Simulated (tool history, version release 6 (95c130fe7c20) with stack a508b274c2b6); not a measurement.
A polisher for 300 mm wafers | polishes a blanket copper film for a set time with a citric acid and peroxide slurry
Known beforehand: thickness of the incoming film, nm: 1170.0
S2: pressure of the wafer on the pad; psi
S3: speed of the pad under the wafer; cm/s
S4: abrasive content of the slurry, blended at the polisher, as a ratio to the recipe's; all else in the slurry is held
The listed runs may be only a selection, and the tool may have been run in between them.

Run 1, hour 0: flow of slurry (ml/min) 240, S2 4 psi, S3 82 cm/s, S4 1, polishing time (s) 45. Result: film removed (nm) 89.037.
Run 2, hour 3.5: flow of slurry (ml/min) 285, S2 4 psi, S3 82 cm/s, S4 1, polishing time (s) 45. Result: film removed (nm) 91.144.
Run 3, hour 8.4: flow of slurry (ml/min) 340, S2 4 psi, S3 82 cm/s, S4 1, polishing time (s) 45. Result: film removed (nm) 91.687.
Run 4, hour 13.2: flow of slurry (ml/min) 340, S2 4 psi, S3 82 cm/s, S4 1.2, polishing time (s) 45. Result: film removed (nm) 96.031.
Run 5, hour 18.9: flow of slurry (ml/min) 340, S2 3.7 psi, S3 82 cm/s, S4 1.2, polishing time (s) 45. Result: film removed (nm) 87.267.
Run 6, hour 26.5: flow of slurry (ml/min) 365, S2 3.7 psi, S3 82 cm/s, S4 1.2, polishing time (s) 45. Result: film removed (nm) 88.984.

What will run 7 give?
Run 7, hour 28.9: flow of slurry (ml/min) 365, S2 3.4 psi, S3 82 cm/s, S4 1.2, polishing time (s) 45. Result: film removed (nm) ?.

film removed (nm): 82.828
